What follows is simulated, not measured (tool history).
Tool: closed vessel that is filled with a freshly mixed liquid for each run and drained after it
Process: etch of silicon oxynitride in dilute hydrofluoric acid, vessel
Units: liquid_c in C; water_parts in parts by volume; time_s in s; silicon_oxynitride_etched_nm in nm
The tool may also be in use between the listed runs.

| run | hour | liquid_c | water_parts | time_s | silicon_oxynitride_etched_nm |
|---|---|---|---|---|---|
| 1 | 0.0 | 24.0 | 280 | 220 | 3.1555 |
| 2 | 3.2 | 24.0 | 280 | 165 | 2.3407 |
| 3 | 12.2 | 25.5 | 280 | 165 | 2.5475 |
| 4 | 18.6 | 25.5 | 325 | 165 | 2.1060 |
| 5 | 19.6 | 25.5 | 325 | 220 | 2.8187 |
| 6 | 23.8 | 26.5 | 325 | 220 | 2.8992 |
| 7 | 29.1 | 27.5 | 325 | 220 | 3.1248 |
| 8 | 30.5 | 28.0 | 325 | 220 | 3.1302 |
| 9 | 33.8 | 29.0 | 325 | 220 | 3.2839 |
| 10 | 39.6 | 29.5 | 325 | 220 | 3.3014 |
| 11 | 41.4 | 30.0 | 320 | 220 | 3.4255 |
| 12 | 43.6 | 30.5 | 315 | 220 | 3.5970 |

Run 13 comes next. What will it give?
| 13 | 49.4 | 31.0 | 315 | 220 | ? |

Run 13 gave silicon_oxynitride_etched_nm 3.6606 nm.

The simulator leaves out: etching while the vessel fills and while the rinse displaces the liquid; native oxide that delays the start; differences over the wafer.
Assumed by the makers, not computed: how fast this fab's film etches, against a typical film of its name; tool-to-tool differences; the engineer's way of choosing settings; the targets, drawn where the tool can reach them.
